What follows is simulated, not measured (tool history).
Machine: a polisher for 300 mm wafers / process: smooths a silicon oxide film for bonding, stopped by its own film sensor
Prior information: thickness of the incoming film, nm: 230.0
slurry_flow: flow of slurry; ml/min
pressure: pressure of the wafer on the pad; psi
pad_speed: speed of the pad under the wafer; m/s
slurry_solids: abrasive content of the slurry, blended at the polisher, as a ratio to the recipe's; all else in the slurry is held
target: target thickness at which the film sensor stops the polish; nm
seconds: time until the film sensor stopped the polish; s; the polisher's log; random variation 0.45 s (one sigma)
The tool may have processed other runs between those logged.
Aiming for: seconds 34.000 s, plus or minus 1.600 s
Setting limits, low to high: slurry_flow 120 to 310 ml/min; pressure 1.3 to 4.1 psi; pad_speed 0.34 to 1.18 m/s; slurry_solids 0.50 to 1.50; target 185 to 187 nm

| run | hour | slurry_flow | pressure | pad_speed | slurry_solids | target | seconds |
|---|---|---|---|---|---|---|---|
| 1 | 0.0 | 200 | 2.7 | 0.76 | 1.00 | 187 | 49.141 |
| 2 | 5.8 | 200 | 2.8 | 0.76 | 1.00 | 187 | 47.009 |
| 3 | 14.0 | 200 | 2.8 | 0.76 | 1.00 | 185 | 48.981 |
| 4 | 18.1 | 200 | 2.5 | 0.76 | 1.00 | 185 | 54.523 |
| 5 | 25.9 | 200 | 2.5 | 0.68 | 1.00 | 185 | 58.997 |
| 6 | 31.9 | 200 | 2.7 | 0.68 | 1.00 | 185 | 55.014 |
| 7 | 40.0 | 200 | 2.8 | 0.68 | 1.00 | 185 | 54.277 |
| 8 | 44.9 | 200 | 2.9 | 0.68 | 1.00 | 185 | 52.989 |
| 9 | 46.6 | 200 | 3.0 | 0.70 | 1.00 | 185 | 47.652 |
| 10 | 51.6 | 200 | 3.7 | 0.72 | 1.00 | 185 | 39.300 |
| 11 | 55.0 | 200 | 3.9 | 0.74 | 1.00 | 185 | 36.911 |
|  | 62.7 | head pressure recalibrated |
| 12 | 62.7 | 200 | 4.0 | 0.76 | 1.00 | 185 | 36.111 |

Which single option among these 4 for the next run brings every result within its allowed miss of target? Just one does.
| A | 70.4 | 205 | 4.1 | 0.76 | 1.05 | 186 | ? |
| B | 70.4 | 155 | 3.5 | 0.98 | 1.30 | 187 | ? |
| C | 70.4 | 200 | 4.1 | 0.90 | 0.90 | 187 | ? |
| D | 70.4 | 215 | 4.1 | 0.88 | 1.00 | 186 | ? |

| move | seconds |
|---|---|
| A | 34.228 |
| B | 30.453 |
| C | 31.595 |
| D | 30.962 |
A: every result within its allowed miss
B: takes the result that was furthest off past its target
C: takes the result that was furthest off past its target
D: takes the result that was furthest off past its target
The move that meets every target is A.
